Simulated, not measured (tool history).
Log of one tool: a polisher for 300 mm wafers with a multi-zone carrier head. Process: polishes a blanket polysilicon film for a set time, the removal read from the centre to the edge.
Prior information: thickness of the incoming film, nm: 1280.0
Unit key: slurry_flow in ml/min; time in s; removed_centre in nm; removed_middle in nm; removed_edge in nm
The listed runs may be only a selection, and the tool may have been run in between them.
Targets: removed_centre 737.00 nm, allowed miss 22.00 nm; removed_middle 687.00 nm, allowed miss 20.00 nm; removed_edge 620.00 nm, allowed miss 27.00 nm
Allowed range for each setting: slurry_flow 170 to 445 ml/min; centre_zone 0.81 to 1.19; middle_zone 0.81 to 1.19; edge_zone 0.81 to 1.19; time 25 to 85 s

run  hour  slurry_flow  centre_zone  middle_zone  edge_zone  time  removed_centre  removed_middle  removed_edge
  1   0.0          285         1.00         1.00       1.00    55          465.15          465.16        454.65
  2   6.2          320         1.00         1.00       1.00    55          472.84          467.68        465.04
  3   9.4          330         1.03         1.03       1.01    58          512.71          511.69        491.73
  4  14.2          330         1.03         1.03       1.01    71          625.68          623.41        588.14
  5  16.9          395         1.03         1.03       1.01    71          649.66          630.12        589.08
  6  18.9          395         1.03         1.08       1.01    71          652.56          660.16        597.58
  7  26.6          400         1.05         1.08       1.02    71          655.08          655.13        610.09
  8  33.1          405         1.07         1.09       1.01    71          677.03          669.57        600.10
  9  34.8          405         1.08         1.09       1.01    71          670.63          661.52        609.00
 10  39.0          410         1.10         1.09       1.00    71          700.19          656.97        598.78
 11  42.1          410         1.11         1.10       1.00    71          688.85          665.40        609.47

5 candidate next runs follow, results not yet known. Just one meets every target within its allowed miss. Identify it.
  A  45.2          355         1.02         1.05       1.13    74               ?               ?             ?
  B  45.2          415         1.10         1.05       0.90    76               ?               ?             ?
  C  45.2          335         1.10         1.02       1.07    73               ?               ?             ?
  D  45.2          375         1.02         1.13       1.12    70               ?               ?             ?
  E  45.2          345         1.08         1.16       0.99    68               ?               ?             ?

move  removed_centre  removed_middle  removed_edge
   A          654.80          667.97        639.92
   B          735.71          694.55        624.28
   C          692.83          639.31        619.23
   D          622.94          675.97        605.31
   E          636.08          666.67        564.86
A: misses by more than the last run did
B: every result lands within tolerance
C: misses by more than the last run did
D: misses by more than the last run did
E: misses by more than the last run did
Go with B: it meets all targets.
